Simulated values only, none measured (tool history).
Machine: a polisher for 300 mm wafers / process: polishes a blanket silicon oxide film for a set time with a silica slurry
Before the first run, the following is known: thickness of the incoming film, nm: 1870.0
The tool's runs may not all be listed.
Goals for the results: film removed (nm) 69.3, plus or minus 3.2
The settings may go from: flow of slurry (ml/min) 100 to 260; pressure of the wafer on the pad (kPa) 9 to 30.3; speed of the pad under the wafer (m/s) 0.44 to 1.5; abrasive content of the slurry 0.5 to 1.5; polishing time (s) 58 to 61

run    day  flow of slurry (ml/min)  pressure of the wafer on the pad (kPa)  speed of the pad under the wafer (m/s)  abrasive content of the slurry  polishing time (s)  film removed (nm)
  1      0                      165                                    19.3                                    0.96                               1                  58             94.371
  2  0.308                      165                                    18.6                                    0.96                               1                  58             93.491
  3  0.567                      165                                    17.9                                    0.96                               1                  58             86.243
  4  0.879                      185                                    17.9                                    0.96                               1                  58             89.351
  5  1.171                      185                                    17.2                                    0.96                               1                  58             85.566
  6  1.396                      185                                    17.2                                    0.96                               1                  58             85.066
  7  1.688                      185                                    16.5                                    0.96                               1                  58              81.15
  8  1.992                      185                                    16.5                                    0.96                               1                  58             82.546
  9  2.288                      185                                    15.9                                    0.96                               1                  58             79.863
 10  2.588                      185                                    15.2                                    0.96                               1                  58             75.668
 11  2.817                      185                                    14.5                                    0.96                               1                  58             72.601

Which single option among these 5 for the next run brings every result within its allowed miss of target? Just one does.
  A  3.046                      180                                    12.4                                    0.98                            0.95                  58                  ?
  B  3.046                      100                                    10.3                                    1.48                               1                  61                  ?
  C  3.046                      175                                    14.5                                    0.98                            1.05                  58                  ?
  D  3.046                      205                                    13.8                                    1.08                            1.05                  58                  ?
  E  3.046                      190                                    15.9                                    0.94                            0.95                  61                  ?

move  film removed (nm)
   A             62.227
   B             70.187
   C             74.791
   D             78.812
   E             80.677
A: carries the result that was furthest off beyond its target, to the other side
B: in spec on every target
C: further off than the last run
D: further off than the last run
E: further off than the last run
The move that meets every target is B.
